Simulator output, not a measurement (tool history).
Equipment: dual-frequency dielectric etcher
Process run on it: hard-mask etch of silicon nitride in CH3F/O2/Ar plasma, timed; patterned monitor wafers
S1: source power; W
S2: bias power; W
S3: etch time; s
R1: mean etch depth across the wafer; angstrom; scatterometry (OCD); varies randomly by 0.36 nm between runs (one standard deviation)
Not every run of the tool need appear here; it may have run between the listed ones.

Run 1, hour 0.0: S1 530 W, S2 72 W, S3 107.5 s. Result: R1 828.01 angstrom.
Run 2, hour 6.2: S1 530 W, S2 72 W, S3 99.0 s. Result: R1 759.54 angstrom.
Run 3, hour 12.1: S1 580 W, S2 72 W, S3 99.0 s. Result: R1 785.41 angstrom.
Run 4, hour 20.3: S1 610 W, S2 77 W, S3 99.5 s. Result: R1 821.77 angstrom.
Run 5, hour 21.0: S1 630 W, S2 80 W, S3 100.0 s. Result: R1 841.02 angstrom.
Run 6, hour 27.2: S1 650 W, S2 83 W, S3 100.5 s. Result: R1 866.96 angstrom.
Run 7, hour 33.0: S1 670 W, S2 85 W, S3 100.5 s. Result: R1 880.82 angstrom.

Estimate the outcome of run 8 from the log above:
Run 8, hour 33.6: S1 680 W, S2 86 W, S3 100.5 s. Result: R1 ?.

{"run 8": {"R1": 882.58}}
